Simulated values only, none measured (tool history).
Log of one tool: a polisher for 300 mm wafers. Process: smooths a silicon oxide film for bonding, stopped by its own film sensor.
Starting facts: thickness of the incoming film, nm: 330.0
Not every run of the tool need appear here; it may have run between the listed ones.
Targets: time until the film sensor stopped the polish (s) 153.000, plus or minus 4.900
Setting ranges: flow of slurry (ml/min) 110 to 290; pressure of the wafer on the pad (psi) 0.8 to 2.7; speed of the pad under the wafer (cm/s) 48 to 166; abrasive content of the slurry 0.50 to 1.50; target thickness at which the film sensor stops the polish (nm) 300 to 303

run	hour	flow of slurry (ml/min)	pressure of the wafer on the pad (psi)	speed of the pad under the wafer (cm/s)	abrasive content of the slurry	target thickness at which the film sensor stops the polish (nm)	time until the film sensor stopped the polish (s)
1	0.0	185	1.7	106	1.00	300	58.854
2	3.5	185	1.6	100	1.00	300	65.663
3	10.1	185	1.6	100	0.85	300	69.592
4	19.0	185	1.6	90	0.85	300	76.790
5	23.9	185	1.5	88	0.85	300	82.195
6	32.4	185	1.4	86	0.85	300	89.776
7	33.0	170	0.9	66	0.85	300	168.610
8	33.8	175	0.9	66	0.85	300	166.340
9	35.1	180	0.9	66	0.85	300	165.850

Which single option among these 4 for the next run brings every result within its allowed miss of target? Just one does.
A	36.4	140	0.9	60	0.95	301	?
B	36.4	185	0.9	62	1.00	302	?
C	36.4	205	0.8	68	0.90	302	?
D	36.4	180	0.8	74	0.75	300	?

move	time until the film sensor stopped the polish (s)
A	176.900
B	157.530
C	168.720
D	185.040
A: lands further from the targets than the last run did
B: all results land within tolerance of their targets
C: lands further from the targets than the last run did
D: lands further from the targets than the last run did
The right move is B.

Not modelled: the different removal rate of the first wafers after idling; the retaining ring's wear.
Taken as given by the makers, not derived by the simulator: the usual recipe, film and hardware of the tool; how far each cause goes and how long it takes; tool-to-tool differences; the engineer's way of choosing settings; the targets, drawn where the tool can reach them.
